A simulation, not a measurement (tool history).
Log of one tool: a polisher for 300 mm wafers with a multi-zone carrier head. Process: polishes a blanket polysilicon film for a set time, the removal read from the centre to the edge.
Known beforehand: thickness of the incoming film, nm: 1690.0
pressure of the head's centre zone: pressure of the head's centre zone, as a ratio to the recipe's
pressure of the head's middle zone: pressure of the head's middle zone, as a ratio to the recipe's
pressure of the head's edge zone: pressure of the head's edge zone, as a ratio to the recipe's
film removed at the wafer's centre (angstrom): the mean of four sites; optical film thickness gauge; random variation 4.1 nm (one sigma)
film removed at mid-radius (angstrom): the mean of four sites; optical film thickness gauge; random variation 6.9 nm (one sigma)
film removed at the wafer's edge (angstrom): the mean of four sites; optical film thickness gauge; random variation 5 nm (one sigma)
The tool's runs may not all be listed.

run,hour,flow of slurry (ml/min),pressure of the head's centre zone,pressure of the head's middle zone,pressure of the head's edge zone,polishing time (s),film removed at the wafer's centre (angstrom),film removed at mid-radius (angstrom),film removed at the wafer's edge (angstrom)
1,0,160,1,1,1,52,4898.9,4536.5,4674.4
2,1.8,130,1,1,1,52,4654.2,4296.2,4569.8
3,8.7,155,1.01,0.98,1.05,52,4909.5,4408.8,4800.1
4,17,155,1.01,0.98,1.05,57,5423.4,4840.5,5152.5
5,17.6,155,1.05,0.98,1.05,57,5650.7,4830.6,5157.5
6,24.3,130,1.05,0.98,1.05,57,5352.2,4661.9,5131.5

The next listed run, before its measurement:
7,27.3,135,1.05,0.98,1.07,57,?,?,?

film removed at the wafer's centre (angstrom): 5438.7
film removed at mid-radius (angstrom): 4730.8
film removed at the wafer's edge (angstrom): 5122.2

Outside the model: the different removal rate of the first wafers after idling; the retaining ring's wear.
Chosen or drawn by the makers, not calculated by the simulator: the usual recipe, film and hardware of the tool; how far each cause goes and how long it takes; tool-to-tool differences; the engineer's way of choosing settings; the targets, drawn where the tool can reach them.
